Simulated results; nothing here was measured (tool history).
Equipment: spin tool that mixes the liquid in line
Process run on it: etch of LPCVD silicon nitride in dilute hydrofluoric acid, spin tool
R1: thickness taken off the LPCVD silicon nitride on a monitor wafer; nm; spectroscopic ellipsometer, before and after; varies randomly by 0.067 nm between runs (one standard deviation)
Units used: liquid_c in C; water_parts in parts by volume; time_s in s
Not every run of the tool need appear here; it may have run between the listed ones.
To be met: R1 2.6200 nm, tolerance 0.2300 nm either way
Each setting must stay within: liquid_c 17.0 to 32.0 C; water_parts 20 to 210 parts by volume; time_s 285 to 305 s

run 1 hour=0.0 | liquid_c=24.0 water_parts=115 time_s=285 | R1=1.4225
run 2 hour=6.7 | liquid_c=20.5 water_parts=115 time_s=285 | R1=1.1404
run 3 hour=10.1 | liquid_c=20.5 water_parts=130 time_s=285 | R1=1.0150
run 4 hour=11.8 | liquid_c=20.5 water_parts=110 time_s=285 | R1=1.1817
run 5 hour=17.1 | liquid_c=23.0 water_parts=100 time_s=285 | R1=1.5076
run 6 hour=21.3 | liquid_c=23.0 water_parts=70 time_s=285 | R1=2.1417
run 7 hour=28.5 | liquid_c=23.5 water_parts=70 time_s=285 | R1=2.1702
run 8 hour=29.7 | liquid_c=24.0 water_parts=70 time_s=285 | R1=2.1520
run 9 hour=36.7 | liquid_c=24.5 water_parts=70 time_s=285 | R1=2.3516

Which of these 4 next moves meets every target?
run A hour=43.7 | liquid_c=24.0 water_parts=75 time_s=285 | R1=?
run B hour=43.7 | liquid_c=30.0 water_parts=70 time_s=285 | R1=?
run C hour=43.7 | liquid_c=20.5 water_parts=50 time_s=305 | R1=?
run D hour=43.7 | liquid_c=20.5 water_parts=65 time_s=305 | R1=?

move=A R1=2.1779
move=B R1=3.4483
move=C R1=2.7323
move=D R1=2.1157
A: moves away from the targets compared with the last run
B: takes the result that was furthest off past its target
C: all results land within tolerance of their targets
D: moves away from the targets compared with the last run
The move that meets every target is C.
